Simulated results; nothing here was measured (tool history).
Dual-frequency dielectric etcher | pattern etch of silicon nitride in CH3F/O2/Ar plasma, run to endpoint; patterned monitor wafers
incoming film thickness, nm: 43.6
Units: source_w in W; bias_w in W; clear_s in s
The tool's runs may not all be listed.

run,day,source_w,bias_w,clear_s
1,0,340,81,64.451
2,0.108,340,70,68.463
3,0.196,340,82,64.095
4,0.396,320,79,66.111
5,0.604,310,76,68.07
6,0.975,300,74,69.965

Run 7 comes next. What will it give?
7,1.008,290,73,?

{"run 7": {"clear_s": 70.405}}
